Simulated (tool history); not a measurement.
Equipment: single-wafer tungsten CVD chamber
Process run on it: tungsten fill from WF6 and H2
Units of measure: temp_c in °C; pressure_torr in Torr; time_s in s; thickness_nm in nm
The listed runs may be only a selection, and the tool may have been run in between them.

run 1 hour=0 | temp_c=375 pressure_torr=52.7 time_s=18.4 | thickness_nm=47.998
run 2 hour=2.3 | temp_c=374 pressure_torr=52.7 time_s=18.4 | thickness_nm=47.419
run 3 hour=5.5 | temp_c=384 pressure_torr=52.7 time_s=18.4 | thickness_nm=56.361
run 4 hour=6.7 | temp_c=382 pressure_torr=52.7 time_s=18.4 | thickness_nm=54.876
run 5 hour=9.2 | temp_c=382 pressure_torr=52.7 time_s=18.4 | thickness_nm=54.316
run 6 hour=12.8 | temp_c=388 pressure_torr=52.7 time_s=18.4 | thickness_nm=60.607
run 7 hour=14.5 | temp_c=386 pressure_torr=52.7 time_s=18.4 | thickness_nm=58.582

For run 8, what comes out?
run 8 hour=22.1 | temp_c=384 pressure_torr=52.7 time_s=18.4 | thickness_nm=?

{"run 8": {"thickness_nm": 56.751}}
